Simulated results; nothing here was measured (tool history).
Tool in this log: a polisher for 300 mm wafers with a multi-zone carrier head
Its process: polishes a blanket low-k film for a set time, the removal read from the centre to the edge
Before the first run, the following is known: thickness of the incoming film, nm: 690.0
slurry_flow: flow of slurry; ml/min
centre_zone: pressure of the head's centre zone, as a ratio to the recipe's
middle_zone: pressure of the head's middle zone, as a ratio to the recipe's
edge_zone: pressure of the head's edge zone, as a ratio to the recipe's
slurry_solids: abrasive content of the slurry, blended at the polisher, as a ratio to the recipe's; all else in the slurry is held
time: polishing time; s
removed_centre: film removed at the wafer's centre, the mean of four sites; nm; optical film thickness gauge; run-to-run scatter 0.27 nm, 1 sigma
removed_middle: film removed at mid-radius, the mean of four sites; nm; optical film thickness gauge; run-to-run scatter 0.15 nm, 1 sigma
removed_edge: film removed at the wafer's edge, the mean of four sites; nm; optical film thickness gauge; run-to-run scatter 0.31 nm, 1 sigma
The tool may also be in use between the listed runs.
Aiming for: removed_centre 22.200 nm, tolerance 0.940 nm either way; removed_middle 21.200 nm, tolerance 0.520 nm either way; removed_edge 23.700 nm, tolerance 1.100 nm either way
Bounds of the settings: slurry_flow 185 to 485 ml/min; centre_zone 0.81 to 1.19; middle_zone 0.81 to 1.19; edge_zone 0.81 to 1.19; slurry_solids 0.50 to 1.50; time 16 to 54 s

run,hour,slurry_flow,centre_zone,middle_zone,edge_zone,slurry_solids,time,removed_centre,removed_middle,removed_edge
1,0.0,310,1.00,1.00,1.00,1.00,35,17.668,16.978,17.116
2,9.0,250,1.00,1.00,1.00,1.00,35,17.221,16.586,16.894
3,10.9,250,1.00,0.95,1.00,1.00,35,16.879,15.984,16.467
4,18.3,250,1.00,0.91,1.00,1.00,35,17.433,15.825,16.564
5,20.1,250,1.00,0.91,1.00,1.20,35,18.151,16.765,18.097
6,28.8,265,1.01,0.94,1.03,1.25,35,18.408,17.647,18.618
7,36.7,270,1.02,0.93,1.05,1.30,36,19.703,17.787,19.728
8,43.8,275,1.02,0.95,1.06,1.35,36,20.145,18.483,19.564

Next run, 4 choices. One meets every target within its allowed miss, the rest don't. Which?
A,50.9,340,0.89,0.84,1.19,1.50,37,?,?,?
B,50.9,210,0.92,0.83,0.97,1.45,45,?,?,?
C,50.9,315,0.85,0.82,1.17,1.50,45,?,?,?
D,50.9,310,1.06,0.89,1.06,1.40,42,?,?,?

move,removed_centre,removed_middle,removed_edge
A,19.808,18.914,22.410
B,22.929,21.310,23.273
C,22.986,22.564,26.868
D,25.315,21.445,23.303
A: an improvement on the last run, though not all results are within tolerance
B: every result lands within tolerance
C: moves the result that the last run missed by most past its target, out the other side
D: brings the last run's worst result on target, with another outside its allowed miss
B is the move that brings every result within its allowed miss.
